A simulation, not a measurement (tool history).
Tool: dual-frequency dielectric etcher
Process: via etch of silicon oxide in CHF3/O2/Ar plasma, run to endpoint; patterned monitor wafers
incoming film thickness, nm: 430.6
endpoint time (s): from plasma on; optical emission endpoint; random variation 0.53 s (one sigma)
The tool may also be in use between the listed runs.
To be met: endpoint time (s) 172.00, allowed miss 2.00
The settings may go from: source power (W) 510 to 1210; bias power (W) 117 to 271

| run | hour | source power (W) | bias power (W) | endpoint time (s) |
|---|---|---|---|---|
| 1 | 0.0 | 860 | 194 | 196.91 |
| 2 | 2.7 | 860 | 169 | 207.24 |
| 3 | 7.0 | 860 | 191 | 198.75 |
| 4 | 15.0 | 890 | 191 | 193.19 |
| 5 | 16.9 | 820 | 191 | 203.69 |
| 6 | 25.0 | 820 | 164 | 215.47 |
| 7 | 32.0 | 860 | 164 | 209.81 |
| 8 | 39.8 | 890 | 164 | 205.34 |
| 9 | 48.3 | 920 | 164 | 200.93 |
| 10 | 53.5 | 940 | 164 | 198.35 |
| 11 | 61.2 | 960 | 164 | 196.28 |
| 12 | 66.1 | 980 | 164 | 193.57 |
| 13 | 67.1 | 1000 | 164 | 192.66 |
| 14 | 73.2 | 1020 | 164 | 188.25 |

Which of these 5 next moves meets every target?
| A | 79.3 | 1080 | 162 | ? |
| B | 79.3 | 1110 | 134 | ? |
| C | 79.3 | 1190 | 181 | ? |
| D | 79.3 | 1150 | 190 | ? |
| E | 79.3 | 1120 | 184 | ? |

| move | endpoint time (s) |
|---|---|
| A | 183.88 |
| B | 193.96 |
| C | 167.45 |
| D | 167.54 |
| E | 171.98 |
A: nearer than the last run, and not there yet
B: further off than the last run
C: takes the result that was furthest off past its target
D: takes the result that was furthest off past its target
E: meets every target
Answer: E
